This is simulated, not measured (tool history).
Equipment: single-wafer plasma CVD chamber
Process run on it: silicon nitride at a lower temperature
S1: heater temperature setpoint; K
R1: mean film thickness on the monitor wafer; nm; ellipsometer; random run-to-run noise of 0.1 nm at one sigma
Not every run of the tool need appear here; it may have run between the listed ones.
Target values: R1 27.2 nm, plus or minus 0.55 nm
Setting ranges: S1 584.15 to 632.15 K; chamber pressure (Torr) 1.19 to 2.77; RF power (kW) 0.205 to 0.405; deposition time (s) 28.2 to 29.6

run 1 hour=0 | S1=608.15 chamber_pressure_(Torr)=1.98 RF_power_(kW)=0.305 deposition_time_(s)=29.6 | R1=34.275
run 2 hour=6 | S1=608.15 chamber_pressure_(Torr)=1.83 RF_power_(kW)=0.285 deposition_time_(s)=29.4 | R1=31.395
run 3 hour=13.2 | S1=608.15 chamber_pressure_(Torr)=1.64 RF_power_(kW)=0.285 deposition_time_(s)=29.4 | R1=30.578
run 4 hour=20.7 | S1=608.15 chamber_pressure_(Torr)=1.64 RF_power_(kW)=0.285 deposition_time_(s)=29.6 | R1=30.659
run 5 hour=22.6 | S1=608.15 chamber_pressure_(Torr)=1.54 RF_power_(kW)=0.28 deposition_time_(s)=29.6 | R1=29.789
-- hour=30.9 RF generator calibrated
run 6 hour=30.9 | S1=608.15 chamber_pressure_(Torr)=1.46 RF_power_(kW)=0.275 deposition_time_(s)=29.6 | R1=30.39
run 7 hour=35.7 | S1=608.15 chamber_pressure_(Torr)=1.45 RF_power_(kW)=0.26 deposition_time_(s)=29.4 | R1=28.68
run 8 hour=40.3 | S1=608.15 chamber_pressure_(Torr)=1.41 RF_power_(kW)=0.255 deposition_time_(s)=29.4 | R1=27.84

Pick the move, out of 5, that brings all results within their allowed miss; only one does.
run A hour=44.9 | S1=621.15 chamber_pressure_(Torr)=1.75 RF_power_(kW)=0.245 deposition_time_(s)=29.6 | R1=?
run B hour=44.9 | S1=604.15 chamber_pressure_(Torr)=1.76 RF_power_(kW)=0.255 deposition_time_(s)=28.5 | R1=?
run C hour=44.9 | S1=607.15 chamber_pressure_(Torr)=1.44 RF_power_(kW)=0.265 deposition_time_(s)=28.8 | R1=?
run D hour=44.9 | S1=602.15 chamber_pressure_(Torr)=1.54 RF_power_(kW)=0.25 deposition_time_(s)=28.4 | R1=?
run E hour=44.9 | S1=593.15 chamber_pressure_(Torr)=1.48 RF_power_(kW)=0.255 deposition_time_(s)=29.6 | R1=?

move=A R1=28.575
move=B R1=28.817
move=C R1=28.616
move=D R1=27.214
move=E R1=28.684
A: misses by more than the last run did
B: misses by more than the last run did
C: misses by more than the last run did
D: every result lands within tolerance
E: misses by more than the last run did
D meets every target.

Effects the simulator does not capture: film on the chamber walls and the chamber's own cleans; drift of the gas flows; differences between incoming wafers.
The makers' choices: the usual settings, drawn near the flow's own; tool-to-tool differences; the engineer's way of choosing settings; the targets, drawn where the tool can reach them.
